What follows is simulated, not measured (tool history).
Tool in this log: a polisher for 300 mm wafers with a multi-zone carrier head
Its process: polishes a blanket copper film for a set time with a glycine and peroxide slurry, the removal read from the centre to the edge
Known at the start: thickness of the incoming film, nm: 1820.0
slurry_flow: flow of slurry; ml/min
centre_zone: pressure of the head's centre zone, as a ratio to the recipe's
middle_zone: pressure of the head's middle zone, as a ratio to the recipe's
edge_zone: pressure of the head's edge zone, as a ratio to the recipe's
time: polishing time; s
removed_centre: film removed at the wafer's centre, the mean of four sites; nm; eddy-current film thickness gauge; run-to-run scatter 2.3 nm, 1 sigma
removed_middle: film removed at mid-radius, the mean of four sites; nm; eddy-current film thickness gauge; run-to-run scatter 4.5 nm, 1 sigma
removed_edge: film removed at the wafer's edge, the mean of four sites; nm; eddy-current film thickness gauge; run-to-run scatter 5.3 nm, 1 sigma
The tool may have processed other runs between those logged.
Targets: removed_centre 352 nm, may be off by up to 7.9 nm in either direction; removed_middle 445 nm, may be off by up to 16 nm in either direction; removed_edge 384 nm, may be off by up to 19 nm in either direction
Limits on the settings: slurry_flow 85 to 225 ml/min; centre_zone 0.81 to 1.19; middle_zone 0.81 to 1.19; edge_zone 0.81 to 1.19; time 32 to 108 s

{"run": 1, "day": 0.0, "slurry_flow": 145, "centre_zone": 1, "middle_zone": 1, "edge_zone": 1, "time": 70, "removed_centre": 370.32, "removed_middle": 365.86, "removed_edge": 365.84}
{"run": 2, "day": 0.283, "slurry_flow": 145, "centre_zone": 0.99, "middle_zone": 1.02, "edge_zone": 1, "time": 70, "removed_centre": 362.69, "removed_middle": 384.74, "removed_edge": 351.01}
{"run": 3, "day": 0.642, "slurry_flow": 145, "centre_zone": 0.99, "middle_zone": 1.07, "edge_zone": 1, "time": 70, "removed_centre": 364.17, "removed_middle": 390.45, "removed_edge": 360.94}
{"run": 4, "day": 0.821, "slurry_flow": 145, "centre_zone": 0.98, "middle_zone": 1.08, "edge_zone": 1, "time": 70, "removed_centre": 360.69, "removed_middle": 392.09, "removed_edge": 363.18}
{"run": 5, "day": 0.904, "slurry_flow": 145, "centre_zone": 0.97, "middle_zone": 1.09, "edge_zone": 1, "time": 70, "removed_centre": 358.57, "removed_middle": 401.49, "removed_edge": 360.18}
{"run": 6, "day": 1.242, "slurry_flow": 145, "centre_zone": 0.97, "middle_zone": 1.09, "edge_zone": 0.93, "time": 70, "removed_centre": 356.45, "removed_middle": 390.22, "removed_edge": 356.64}
{"run": 7, "day": 1.35, "slurry_flow": 145, "centre_zone": 0.96, "middle_zone": 1.1, "edge_zone": 0.94, "time": 70, "removed_centre": 352.38, "removed_middle": 399.92, "removed_edge": 353.98}
{"run": 8, "day": 1.488, "slurry_flow": 145, "centre_zone": 0.95, "middle_zone": 1.1, "edge_zone": 0.95, "time": 70, "removed_centre": 351.5, "removed_middle": 399.36, "removed_edge": 357.59}
{"run": 9, "day": 1.617, "slurry_flow": 145, "centre_zone": 0.94, "middle_zone": 1.11, "edge_zone": 0.96, "time": 70, "removed_centre": 343.71, "removed_middle": 397.69, "removed_edge": 355.86}
{"run": 10, "day": 1.979, "slurry_flow": 170, "centre_zone": 0.91, "middle_zone": 1.19, "edge_zone": 1.03, "time": 73, "removed_centre": 358.92, "removed_middle": 457.49, "removed_edge": 384.06}
{"run": 11, "day": 2.008, "slurry_flow": 170, "centre_zone": 0.91, "middle_zone": 1.19, "edge_zone": 1.03, "time": 73, "removed_centre": 359.75, "removed_middle": 453.36, "removed_edge": 380.99}
{"run": 12, "day": 2.333, "slurry_flow": 170, "centre_zone": 0.91, "middle_zone": 1.19, "edge_zone": 1.03, "time": 73, "removed_centre": 357.24, "removed_middle": 449.97, "removed_edge": 378.79}
{"run": 13, "day": 2.512, "slurry_flow": 170, "centre_zone": 0.91, "middle_zone": 1.19, "edge_zone": 1.03, "time": 73, "removed_centre": 357.97, "removed_middle": 459.81, "removed_edge": 388.05}

Consider the 4 candidate settings below. Which is the only one whose results all fall within their allowed miss of target?
{"run": "A", "day": 2.692, "slurry_flow": 160, "centre_zone": 0.96, "middle_zone": 1.19, "edge_zone": 1.02, "time": 72, "removed_centre": "?", "removed_middle": "?", "removed_edge": "?"}
{"run": "B", "day": 2.692, "slurry_flow": 135, "centre_zone": 0.9, "middle_zone": 1.17, "edge_zone": 1, "time": 75, "removed_centre": "?", "removed_middle": "?", "removed_edge": "?"}
{"run": "C", "day": 2.692, "slurry_flow": 160, "centre_zone": 0.85, "middle_zone": 1.19, "edge_zone": 1.05, "time": 80, "removed_centre": "?", "removed_middle": "?", "removed_edge": "?"}
{"run": "D", "day": 2.692, "slurry_flow": 170, "centre_zone": 0.88, "middle_zone": 1.04, "edge_zone": 1.06, "time": 75, "removed_centre": "?", "removed_middle": "?", "removed_edge": "?"}

move=A removed_centre=366.93 removed_middle=445.2 removed_edge=380.64
move=B removed_centre=345.24 removed_middle=442.91 removed_edge=385.14
move=C removed_centre=360.61 removed_middle=494.94 removed_edge=426.78
move=D removed_centre=353.87 removed_middle=420.34 removed_edge=405.12
A: corrects the largest miss of the last run, while another result sits out of spec
B: hits every target within its allowed miss
C: further off than the last run
D: moves the result that the last run missed by most past its target, out the other side
B is the move that brings every result within its allowed miss.
